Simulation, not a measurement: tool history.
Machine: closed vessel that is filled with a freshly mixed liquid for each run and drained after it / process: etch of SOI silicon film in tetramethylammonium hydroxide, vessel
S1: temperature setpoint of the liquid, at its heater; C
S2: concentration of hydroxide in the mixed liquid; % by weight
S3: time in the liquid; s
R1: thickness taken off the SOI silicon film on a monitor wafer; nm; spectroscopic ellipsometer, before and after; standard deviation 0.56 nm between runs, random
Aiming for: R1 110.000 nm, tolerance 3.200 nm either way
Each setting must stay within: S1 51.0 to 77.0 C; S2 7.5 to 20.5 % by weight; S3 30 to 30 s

run    day    S1    S2  S3       R1
  1  0.000  64.0  14.0  30  139.780
  2  0.312  64.0  14.0  30  139.890
  3  0.404  63.0  14.0  30  130.990
  4  0.733  63.0  14.0  30  130.800
  5  0.917  63.0  15.0  30  126.600
  6  1.008  58.0  15.0  30   91.710
  7  1.042  59.0  15.0  30   98.514
  8  1.271  59.5  15.0  30  101.890
  9  1.312  59.5  15.0  30  101.280
 10  1.525  60.0  15.0  30  104.960

Consider the 5 candidate settings below. Which is the only one whose results all fall within their allowed miss of target?
  A  1.738  58.5  14.5  30   ?
  B  1.738  61.5  16.5  30   ?
  C  1.738  58.0  12.5  30   ?
  D  1.738  59.0  16.0  30   ?
  E  1.738  59.5  17.5  30   ?

move       R1
   A   97.265
   B  111.520
   C  101.200
   D   96.457
   E   96.331
A: its largest miss is bigger than the last run's
B: hits every target within its allowed miss
C: its largest miss is bigger than the last run's
D: its largest miss is bigger than the last run's
E: its largest miss is bigger than the last run's
Correct choice: B, which meets every target
